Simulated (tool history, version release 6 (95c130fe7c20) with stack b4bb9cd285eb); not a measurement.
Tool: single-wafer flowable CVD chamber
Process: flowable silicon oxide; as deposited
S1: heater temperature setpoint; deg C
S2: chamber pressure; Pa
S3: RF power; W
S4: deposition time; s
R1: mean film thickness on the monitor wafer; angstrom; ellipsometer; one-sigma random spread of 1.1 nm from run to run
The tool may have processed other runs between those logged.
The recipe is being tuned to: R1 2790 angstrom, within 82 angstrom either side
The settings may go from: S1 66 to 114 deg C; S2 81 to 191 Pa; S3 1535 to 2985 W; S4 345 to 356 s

run	hour	S1	S2	S3	S4	R1
1	0	90	136	2260	345	4168.6
2	3.3	96	136	2260	345	3339.5
3	8	97	136	2260	345	3232
4	9.7	98	136	2260	345	3117.1
5	15	98	136	2260	356	3219.6
6	20.3	94	136	2260	356	3665.6
7	27	96	136	2260	356	3450.1
8	31.5	97	136	2260	356	3338.5
# hour 32.4: RF generator calibrated
9	32.4	104	136	2260	356	2610.8
10	38.2	103	136	2260	356	2672.1
11	40	101	136	2260	356	2890.4

Consider the 5 candidate settings below. Which is the only one whose results all fall within their allowed miss of target?
A	41.8	99	133	2060	356	?
B	41.8	103	148	2370	356	?
C	41.8	105	161	2415	356	?
D	41.8	100	143	2195	350	?
E	41.8	104	153	2140	348	?

move	R1
A	2996.4
B	2900.5
C	2923.9
D	3054.2
E	2788.1
A: its largest miss is bigger than the last run's
B: its largest miss is bigger than the last run's
C: its largest miss is bigger than the last run's
D: its largest miss is bigger than the last run's
E: all results land within tolerance of their targets
Go with E: it meets all targets.
